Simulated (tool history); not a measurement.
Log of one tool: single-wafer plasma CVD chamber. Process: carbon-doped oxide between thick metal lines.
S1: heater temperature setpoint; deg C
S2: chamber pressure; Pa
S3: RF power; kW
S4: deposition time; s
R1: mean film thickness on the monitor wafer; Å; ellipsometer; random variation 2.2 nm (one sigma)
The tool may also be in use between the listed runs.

run,hour,S1,S2,S3,S4,R1
1,0.0,325,681,0.645,128,8388.9
2,3.2,325,605,0.645,128,8192.2
3,10.8,327,577,0.620,128,7840.5
4,19.5,327,668,0.620,128,8058.7
5,26.2,320,668,0.620,128,8235.5
6,28.2,331,668,0.620,128,7992.5
7,36.5,332,636,0.600,128,7768.9
8,37.8,333,608,0.580,128,7493.8

Forecast run 9:
9,40.0,333,608,0.580,128,?

Run 9 gave R1 7492.5 Å.
